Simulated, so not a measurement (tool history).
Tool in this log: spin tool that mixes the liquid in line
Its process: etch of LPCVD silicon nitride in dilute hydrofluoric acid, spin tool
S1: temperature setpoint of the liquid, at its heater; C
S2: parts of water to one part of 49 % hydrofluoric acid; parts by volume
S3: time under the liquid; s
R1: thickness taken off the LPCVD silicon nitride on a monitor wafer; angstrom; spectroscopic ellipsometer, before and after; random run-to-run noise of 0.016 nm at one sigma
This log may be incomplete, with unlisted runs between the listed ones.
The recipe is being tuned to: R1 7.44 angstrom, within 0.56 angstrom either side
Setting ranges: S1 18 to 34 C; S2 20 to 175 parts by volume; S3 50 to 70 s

run  hour    S1  S2  S3      R1
  1     0    26  95  70  3.7433
  2   5.2  26.5  90  70  4.0621
  3  11.3    24  90  70   3.547
  4    20    25  85  70  3.9861
  5  25.2  25.5  85  70  4.0712
  6  27.8    28  85  70  4.7341
  7  33.4  28.5  85  70   4.935
  8  36.8    29  85  70  4.9967
  9  43.1  29.5  85  70  5.2079
 10  51.3    30  85  70  5.3708
 11  57.1  30.5  85  70  5.5098
 12  61.7    34  70  70  8.7463

4 candidate next runs follow, results not yet known. Just one meets every target within its allowed miss. Identify it.
  A  66.3  34  50  70   ?
  B  66.3  34  75  65   ?
  C  66.3  33  45  70   ?
  D  66.3  34  65  70   ?

move      R1
   A  12.176
   B  7.5262
   C  12.696
   D  9.3626
A: further off than the last run
B: all results land within tolerance of their targets
C: further off than the last run
D: further off than the last run
Answer: B
